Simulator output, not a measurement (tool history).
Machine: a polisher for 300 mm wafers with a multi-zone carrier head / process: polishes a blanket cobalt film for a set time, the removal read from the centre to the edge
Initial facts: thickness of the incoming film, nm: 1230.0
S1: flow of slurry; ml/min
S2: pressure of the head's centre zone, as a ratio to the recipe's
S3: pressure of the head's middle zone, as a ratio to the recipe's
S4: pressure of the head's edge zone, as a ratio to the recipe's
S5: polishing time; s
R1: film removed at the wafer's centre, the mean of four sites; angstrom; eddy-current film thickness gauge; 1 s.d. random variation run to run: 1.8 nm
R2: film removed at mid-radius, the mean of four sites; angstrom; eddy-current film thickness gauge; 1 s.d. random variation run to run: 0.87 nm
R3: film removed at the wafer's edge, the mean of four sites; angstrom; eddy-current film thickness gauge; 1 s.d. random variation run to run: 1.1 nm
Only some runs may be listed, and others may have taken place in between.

run,day,S1,S2,S3,S4,S5,R1,R2,R3
1,0,120,1,1,1,60,1616.5,1694.7,1714.7
2,0.158,120,1,1,0.93,60,1655,1672.5,1661
3,0.446,120,1,1.01,0.92,59,1629.6,1672.3,1615.4
4,0.783,120,1,0.97,0.92,59,1598.4,1607.3,1648
5,1.033,120,1,0.97,0.92,53,1470.5,1461,1476
6,1.233,120,1,0.97,0.98,53,1459.1,1449.4,1508.8
7,1.375,115,1,0.98,0.96,52,1429,1431.5,1476

The next listed run, before its measurement:
8,1.4,115,1,0.99,0.95,51,?,?,?

Run 8 measured R1 1393.1 angstrom, R2 1410.3 angstrom, R3 1414 angstrom.
